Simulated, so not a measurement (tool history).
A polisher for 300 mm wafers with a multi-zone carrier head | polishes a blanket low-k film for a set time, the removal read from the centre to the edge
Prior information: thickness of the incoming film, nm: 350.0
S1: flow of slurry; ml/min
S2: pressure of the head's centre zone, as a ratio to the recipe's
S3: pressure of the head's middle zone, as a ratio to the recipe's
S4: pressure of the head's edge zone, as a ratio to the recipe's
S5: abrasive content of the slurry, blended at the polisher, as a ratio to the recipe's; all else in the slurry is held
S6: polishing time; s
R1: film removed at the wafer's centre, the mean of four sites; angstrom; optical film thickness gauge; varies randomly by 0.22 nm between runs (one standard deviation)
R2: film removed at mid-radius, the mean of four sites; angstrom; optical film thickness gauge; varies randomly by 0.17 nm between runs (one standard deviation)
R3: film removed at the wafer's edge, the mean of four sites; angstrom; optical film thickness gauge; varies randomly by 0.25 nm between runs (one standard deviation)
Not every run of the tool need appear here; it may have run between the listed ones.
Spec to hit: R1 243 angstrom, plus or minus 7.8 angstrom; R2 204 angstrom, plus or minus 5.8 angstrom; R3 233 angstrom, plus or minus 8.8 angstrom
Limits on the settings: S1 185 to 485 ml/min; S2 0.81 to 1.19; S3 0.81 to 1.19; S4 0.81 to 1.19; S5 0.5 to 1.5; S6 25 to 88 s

Run 1, hour 0: S1 310 ml/min, S2 1, S3 1, S4 1, S5 1, S6 56 s. Result: R1 322.66 angstrom, R2 313.02 angstrom, R3 329.12 angstrom.
Run 2, hour 8.7: S1 310 ml/min, S2 1, S3 0.98, S4 0.99, S5 0.95, S6 56 s. Result: R1 310.63 angstrom, R2 296.16 angstrom, R3 321.93 angstrom.
Run 3, hour 15.8: S1 310 ml/min, S2 1, S3 0.98, S4 1.03, S5 0.95, S6 56 s. Result: R1 310.59 angstrom, R2 306.27 angstrom, R3 329.21 angstrom.
Run 4, hour 19.7: S1 310 ml/min, S2 1, S3 0.97, S4 1.01, S5 0.9, S6 56 s. Result: R1 311.04 angstrom, R2 294.47 angstrom, R3 309.06 angstrom.
Run 5, hour 24: S1 310 ml/min, S2 1.05, S3 0.97, S4 1.01, S5 0.9, S6 56 s. Result: R1 328.12 angstrom, R2 291.41 angstrom, R3 318.76 angstrom.
Run 6, hour 29.7: S1 305 ml/min, S2 1.04, S3 0.95, S4 1, S5 0.85, S6 56 s. Result: R1 319.14 angstrom, R2 285.61 angstrom, R3 311.95 angstrom.
Run 7, hour 38.4: S1 305 ml/min, S2 1.04, S3 0.94, S4 1, S5 0.8, S6 55 s. Result: R1 302.11 angstrom, R2 270.03 angstrom, R3 302.02 angstrom.
Run 8, hour 42.2: S1 310 ml/min, S2 1.04, S3 0.94, S4 0.99, S5 0.75, S6 54 s. Result: R1 292.43 angstrom, R2 258.62 angstrom, R3 277.03 angstrom.
Run 9, hour 43.7: S1 305 ml/min, S2 1.04, S3 0.93, S4 0.98, S5 0.75, S6 54 s. Result: R1 288.22 angstrom, R2 258.51 angstrom, R3 281.14 angstrom.
Run 10, hour 51.5: S1 305 ml/min, S2 1.04, S3 0.92, S4 0.98, S5 0.7, S6 54 s. Result: R1 284.26 angstrom, R2 249.52 angstrom, R3 276.2 angstrom.
Run 11, hour 58.4: S1 305 ml/min, S2 1.04, S3 0.92, S4 0.98, S5 0.7, S6 54 s. Result: R1 281.95 angstrom, R2 248.22 angstrom, R3 272.25 angstrom.
Run 12, hour 64.7: S1 305 ml/min, S2 1.04, S3 0.91, S4 0.97, S5 0.7, S6 54 s. Result: R1 283.13 angstrom, R2 244.4 angstrom, R3 277.02 angstrom.
Run 13, hour 73.2: S1 310 ml/min, S2 1.04, S3 0.91, S4 0.96, S5 0.7, S6 54 s. Result: R1 291.49 angstrom, R2 246.72 angstrom, R3 276.08 angstrom.
Run 14, hour 81.2: S1 305 ml/min, S2 1.03, S3 0.9, S4 0.95, S5 0.7, S6 54 s. Result: R1 277.86 angstrom, R2 242.57 angstrom, R3 270.6 angstrom.
Run 15, hour 86.8: S1 305 ml/min, S2 1.03, S3 0.89, S4 0.94, S5 0.7, S6 54 s. Result: R1 282.95 angstrom, R2 237.63 angstrom, R3 270.83 angstrom.
Run 16, hour 95: S1 305 ml/min, S2 1.02, S3 0.89, S4 0.93, S5 0.7, S6 54 s. Result: R1 280.11 angstrom, R2 239.95 angstrom, R3 272.29 angstrom.
Run 17, hour 102.3: S1 305 ml/min, S2 1.02, S3 0.89, S4 0.92, S5 0.7, S6 54 s. Result: R1 279.7 angstrom, R2 242.7 angstrom, R3 265.22 angstrom.
Run 18, hour 110.5: S1 305 ml/min, S2 1.02, S3 0.88, S4 0.92, S5 0.7, S6 54 s. Result: R1 278.62 angstrom, R2 243.17 angstrom, R3 269.31 angstrom.
Run 19, hour 112.5: S1 305 ml/min, S2 1.02, S3 0.87, S4 0.92, S5 0.7, S6 54 s. Result: R1 273.16 angstrom, R2 240.91 angstrom, R3 267.06 angstrom.
Run 20, hour 116.1: S1 305 ml/min, S2 1.02, S3 0.86, S4 0.92, S5 0.7, S6 54 s. Result: R1 282.09 angstrom, R2 236.6 angstrom, R3 268.86 angstrom.
Run 21, hour 120.5: S1 305 ml/min, S2 1.02, S3 0.86, S4 0.91, S5 0.7, S6 54 s. Result: R1 278.63 angstrom, R2 234.75 angstrom, R3 264.46 angstrom.
Run 22, hour 126.5: S1 305 ml/min, S2 1.02, S3 0.85, S4 0.9, S5 0.7, S6 54 s. Result: R1 277.23 angstrom, R2 234.9 angstrom, R3 262.54 angstrom.
Run 23, hour 130.4: S1 290 ml/min, S2 1.01, S3 0.83, S4 0.88, S5 0.6, S6 54 s. Result: R1 261.96 angstrom, R2 218.03 angstrom, R3 247 angstrom.
Run 24, hour 133.4: S1 255 ml/min, S2 0.97, S3 0.81, S4 0.84, S5 0.5, S6 54 s. Result: R1 230.62 angstrom, R2 197.34 angstrom, R3 226.41 angstrom.
Run 25, hour 134.9: S1 260 ml/min, S2 0.97, S3 0.81, S4 0.84, S5 0.5, S6 54 s. Result: R1 232.51 angstrom, R2 196.77 angstrom, R3 226.7 angstrom.

4 candidate next runs follow, results not yet known. Just one meets every target within its allowed miss. Identify it.
Run A, hour 136.4: S1 330 ml/min, S2 0.98, S3 0.82, S4 0.84, S5 0.5, S6 54 s. Result: R1 ?, R2 ?, R3 ?.
Run B, hour 136.4: S1 295 ml/min, S2 1.08, S3 0.82, S4 0.85, S5 0.5, S6 55 s. Result: R1 ?, R2 ?, R3 ?.
Run C, hour 136.4: S1 325 ml/min, S2 1.04, S3 0.89, S4 0.83, S5 0.55, S6 49 s. Result: R1 ?, R2 ?, R3 ?.
Run D, hour 136.4: S1 275 ml/min, S2 1.03, S3 0.81, S4 0.82, S5 0.5, S6 56 s. Result: R1 ?, R2 ?, R3 ?.

move      R1      R2      R3
   A  242.64  205.47  232.33
   B  269.28  206.89  235.91
   C   240.9  205.39   215.9
   D   259.2  207.06   235.1
A: each result inside its tolerance
B: the result that was furthest off in the last run now lies on the other side of its target
C: brings the result that was furthest off to its target, and leaves another outside
D: the result that was furthest off in the last run now lies on the other side of its target
Go with A: it meets all targets.
